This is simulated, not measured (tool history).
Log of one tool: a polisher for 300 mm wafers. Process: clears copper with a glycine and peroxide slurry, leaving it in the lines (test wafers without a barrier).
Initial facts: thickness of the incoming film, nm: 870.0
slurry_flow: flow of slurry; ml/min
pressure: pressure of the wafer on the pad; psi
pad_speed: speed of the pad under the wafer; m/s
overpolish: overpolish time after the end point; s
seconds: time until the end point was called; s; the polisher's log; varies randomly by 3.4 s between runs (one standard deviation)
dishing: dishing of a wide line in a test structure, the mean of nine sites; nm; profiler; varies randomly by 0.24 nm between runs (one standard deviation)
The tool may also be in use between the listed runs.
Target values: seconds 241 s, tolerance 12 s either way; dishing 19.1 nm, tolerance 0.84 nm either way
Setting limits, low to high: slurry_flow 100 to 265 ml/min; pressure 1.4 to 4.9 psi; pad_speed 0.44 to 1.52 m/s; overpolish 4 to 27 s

run,hour,slurry_flow,pressure,pad_speed,overpolish,seconds,dishing
1,0,170,3.1,0.98,14,150.18,44.979
2,7.1,170,2.9,0.92,12,164.05,36.108
3,16,175,2.7,0.88,11,182.93,32.257
4,24.5,175,2.7,0.8,11,196.25,29.657
5,30.4,175,2.6,0.8,10,198.89,27.565
6,39.1,175,2.5,0.8,9,204.67,23.476
7,40.6,170,2.4,0.8,9,218.44,23.483
8,42,165,2.4,0.8,9,218.76,23.47
9,44.9,165,2.3,0.8,9,231.08,22.261
10,53.1,160,2.3,0.8,9,226.06,22.756
11,57.9,160,2,0.8,6,244.97,14.214
12,58.8,170,2.1,0.76,6,255.5,14.156
# hour 67.7: head pressure recalibrated
13,67.7,165,2.2,0.74,6,275.24,13.559
14,69.9,170,2.2,0.74,6,269.48,13.637
15,72.2,165,2.3,0.74,6,259.08,14.014
16,79.8,170,2.2,0.74,6,274.6,13.248
17,82.8,170,2.2,0.74,6,267.85,13.401
18,89,160,2.3,0.74,6,264.67,13.773
19,94.9,165,2.3,0.74,6,260.5,13.797
20,100.2,165,2.2,0.76,6,267.02,13.68
21,102.9,165,2.3,0.76,6,252.52,13.866
22,107.5,170,2.2,0.78,6,264.74,13.927
23,115.9,175,2.4,0.84,11,230.32,26.799

Consider the 5 candidate settings below. Which is the only one whose results all fall within their allowed miss of target?
A,124.3,185,2.4,0.94,13,?,?
B,124.3,180,2.7,0.72,16,?,?
C,124.3,110,3.5,0.6,8,?,?
D,124.3,155,2.9,0.78,20,?,?
E,124.3,180,2.4,0.84,6,?,?

move,seconds,dishing
A,205.88,32.859
B,232.2,35.614
C,242.98,19.021
D,211.74,45.176
E,225.79,15.556
A: misses by more than the last run did
B: misses by more than the last run did
C: in spec on every target
D: misses by more than the last run did
E: takes the biggest miss from the last run beyond its target
Move C is the one to make.

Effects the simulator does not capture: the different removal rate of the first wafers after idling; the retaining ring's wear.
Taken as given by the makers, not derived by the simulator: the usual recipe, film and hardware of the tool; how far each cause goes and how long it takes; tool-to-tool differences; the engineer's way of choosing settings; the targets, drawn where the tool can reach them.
